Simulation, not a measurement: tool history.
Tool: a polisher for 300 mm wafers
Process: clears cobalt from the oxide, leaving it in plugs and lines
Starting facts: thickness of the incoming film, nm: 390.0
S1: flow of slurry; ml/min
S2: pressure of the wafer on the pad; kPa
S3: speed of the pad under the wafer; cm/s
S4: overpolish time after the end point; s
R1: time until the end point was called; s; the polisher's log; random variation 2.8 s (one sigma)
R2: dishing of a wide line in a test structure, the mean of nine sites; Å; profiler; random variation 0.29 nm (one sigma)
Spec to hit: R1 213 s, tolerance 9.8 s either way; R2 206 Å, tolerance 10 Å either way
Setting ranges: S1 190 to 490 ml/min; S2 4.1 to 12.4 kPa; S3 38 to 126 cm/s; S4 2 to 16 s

run	day	S1	S2	S3	S4	R1	R2
1	0	315	8.3	82	8	176.48	147.06
2	0.304	235	8.3	82	8	186.41	148.58
3	0.417	275	8.3	82	8	177.11	147.22
4	0.488	265	8.3	82	9	179.37	162.21
5	0.779	230	8.3	82	9	185.89	163.75
6	1.025	225	8.3	82	10	187.46	172.68
7	1.279	220	8.3	82	11	184.98	191.45
8	1.533	215	8.3	82	12	185.33	202.59
9	1.767	210	8.3	82	12	184.21	201.57
10	2.083	205	8.3	82	12	187.35	203.06

Exactly one of the 5 candidate moves below puts every result within its allowed miss. Which one?
A	2.4	280	7.6	74	14	?	?
B	2.4	190	7.6	74	15	?	?
C	2.4	205	8.3	90	11	?	?
D	2.4	210	11	72	11	?	?
E	2.4	190	7.6	72	15	?	?

move	R1	R2
A	217.67	203.87
B	229.68	206.44
C	172.42	202.18
D	161.15	213.52
E	235.84	202.05
A: every result lands within tolerance
B: pushes the last run's worst result past its target
C: misses by more than the last run did
D: misses by more than the last run did
E: pushes the last run's worst result past its target
So the answer is move A, the one that meets all the targets.

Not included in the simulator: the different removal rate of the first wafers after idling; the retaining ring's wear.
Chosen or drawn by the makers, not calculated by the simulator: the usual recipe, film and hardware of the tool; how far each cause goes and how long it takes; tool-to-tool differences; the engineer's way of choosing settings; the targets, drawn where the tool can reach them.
